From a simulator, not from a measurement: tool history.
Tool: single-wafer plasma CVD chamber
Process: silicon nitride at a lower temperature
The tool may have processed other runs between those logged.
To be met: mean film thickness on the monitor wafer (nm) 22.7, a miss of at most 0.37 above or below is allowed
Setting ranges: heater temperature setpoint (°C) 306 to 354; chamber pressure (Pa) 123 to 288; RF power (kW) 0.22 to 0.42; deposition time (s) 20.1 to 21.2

run,hour,heater temperature setpoint (°C),chamber pressure (Pa),RF power (kW),deposition time (s),mean film thickness on the monitor wafer (nm)
1,0,330,205,0.32,21.2,24.924
2,5.9,330,205,0.32,20.1,23.826
3,13.2,330,205,0.355,20.1,25.116
4,17.3,330,197,0.355,20.1,24.987
5,23.5,330,197,0.355,20.1,25.157
6,27.6,330,197,0.355,21.2,26.316
7,35.7,330,156,0.32,21.1,23.403
8,39.5,330,153,0.32,21.1,23.424

Exercise: of the 5 proposed moves below, exactly one satisfies all targets within the stated allowed misses. Which move is it?
A,43.3,327,141,0.335,21.2,?
B,43.3,318,135,0.3,20.9,?
C,43.3,330,152,0.31,20.3,?
D,43.3,331,143,0.33,20.4,?
E,43.3,324,131,0.385,20.4,?

move,mean film thickness on the monitor wafer (nm)
A,23.892
B,21.893
C,22.154
D,22.804
E,24.548
A: moves away from the targets compared with the last run
B: takes the result that was furthest off past its target
C: takes the result that was furthest off past its target
D: every result within its allowed miss
E: moves away from the targets compared with the last run
D is the move that brings every result within its allowed miss.
